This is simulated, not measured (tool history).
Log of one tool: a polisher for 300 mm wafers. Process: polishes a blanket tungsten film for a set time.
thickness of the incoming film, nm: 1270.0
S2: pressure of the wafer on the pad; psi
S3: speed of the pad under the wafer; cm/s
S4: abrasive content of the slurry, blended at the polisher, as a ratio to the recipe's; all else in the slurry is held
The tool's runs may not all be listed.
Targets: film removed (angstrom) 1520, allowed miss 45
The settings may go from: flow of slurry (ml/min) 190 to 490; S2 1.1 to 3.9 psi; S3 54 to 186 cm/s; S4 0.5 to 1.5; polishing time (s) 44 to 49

Run 1, hour 0: flow of slurry (ml/min) 315, S2 2.5 psi, S3 118 cm/s, S4 1, polishing time (s) 49. Result: film removed (angstrom) 1910.9.
Run 2, hour 8: flow of slurry (ml/min) 315, S2 2.4 psi, S3 118 cm/s, S4 1, polishing time (s) 49. Result: film removed (angstrom) 1844.9.
Run 3, hour 16.1: flow of slurry (ml/min) 360, S2 2.4 psi, S3 118 cm/s, S4 1, polishing time (s) 49. Result: film removed (angstrom) 1853.
Run 4, hour 23.6: flow of slurry (ml/min) 315, S2 2.4 psi, S3 118 cm/s, S4 1, polishing time (s) 49. Result: film removed (angstrom) 1840.9.
Run 5, hour 25.2: flow of slurry (ml/min) 315, S2 2.3 psi, S3 118 cm/s, S4 1, polishing time (s) 49. Result: film removed (angstrom) 1746.9.
Run 6, hour 30.9: flow of slurry (ml/min) 315, S2 2.3 psi, S3 118 cm/s, S4 1.1, polishing time (s) 49. Result: film removed (angstrom) 1794.4.
Run 7, hour 35.4: flow of slurry (ml/min) 315, S2 2.2 psi, S3 118 cm/s, S4 1.1, polishing time (s) 49. Result: film removed (angstrom) 1737.1.
Run 8, hour 37.1: flow of slurry (ml/min) 315, S2 2.1 psi, S3 118 cm/s, S4 1.1, polishing time (s) 49. Result: film removed (angstrom) 1647.6.
Run 9, hour 43.1: flow of slurry (ml/min) 315, S2 2 psi, S3 118 cm/s, S4 1.1, polishing time (s) 49. Result: film removed (angstrom) 1593.2.

5 next moves are on the table. One of them brings every result within its allowed miss. Which?
Run A, hour 49.1: flow of slurry (ml/min) 295, S2 2.2 psi, S3 116 cm/s, S4 1.05, polishing time (s) 49. Result: film removed (angstrom) ?.
Run B, hour 49.1: flow of slurry (ml/min) 395, S2 1.8 psi, S3 132 cm/s, S4 1.1, polishing time (s) 49. Result: film removed (angstrom) ?.
Run C, hour 49.1: flow of slurry (ml/min) 260, S2 2.3 psi, S3 110 cm/s, S4 1.35, polishing time (s) 45. Result: film removed (angstrom) ?.
Run D, hour 49.1: flow of slurry (ml/min) 320, S2 1.8 psi, S3 126 cm/s, S4 1.2, polishing time (s) 48. Result: film removed (angstrom) ?.
Run E, hour 49.1: flow of slurry (ml/min) 280, S2 1.8 psi, S3 146 cm/s, S4 1.25, polishing time (s) 44. Result: film removed (angstrom) ?.

move  film removed (angstrom)
   A                   1669.7
   B                   1617.1
   C                   1614.7
   D                   1528.3
   E                   1617.4
A: further off than the last run
B: further off than the last run
C: further off than the last run
D: meets every target
E: further off than the last run
Answer: D
